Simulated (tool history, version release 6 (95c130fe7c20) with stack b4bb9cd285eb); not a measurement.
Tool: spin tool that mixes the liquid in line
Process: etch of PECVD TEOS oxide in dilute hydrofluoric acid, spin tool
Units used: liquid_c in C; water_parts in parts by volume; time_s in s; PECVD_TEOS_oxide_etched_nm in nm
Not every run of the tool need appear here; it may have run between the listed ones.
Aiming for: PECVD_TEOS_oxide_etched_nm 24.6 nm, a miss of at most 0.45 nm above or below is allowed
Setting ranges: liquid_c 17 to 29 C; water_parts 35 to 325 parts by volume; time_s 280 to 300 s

run  hour  liquid_c  water_parts  time_s  PECVD_TEOS_oxide_etched_nm
  1     0        21          180     280                      16.158
  2   2.9      23.5          175     280                      18.574
  3   5.7        25          170     280                      20.168
  4  11.4        26          165     280                      21.905
  5  16.5        26          165     300                      23.361
  6  23.7        26          190     300                      19.686
  7  31.9        27          185     300                      20.824
  8  33.5      27.5          180     300                      21.928
  9  37.3        28          175     300                      23.371
 10  39.7      28.5          175     300                      23.394

4 candidate next runs follow, results not yet known. Just one meets every target within its allowed miss. Identify it.
  A  42.1        29          165     300                           ?
  B  42.1        26          155     295                           ?
  C  42.1      26.5          155     300                           ?
  D  42.1        27          170     300                           ?

move  PECVD_TEOS_oxide_etched_nm
   A                      25.724
   B                      24.423
   C                      25.304
   D                      23.082
A: takes the biggest miss from the last run beyond its target
B: every result within its allowed miss
C: takes the biggest miss from the last run beyond its target
D: moves away from the targets compared with the last run
B is the move that brings every result within its allowed miss.
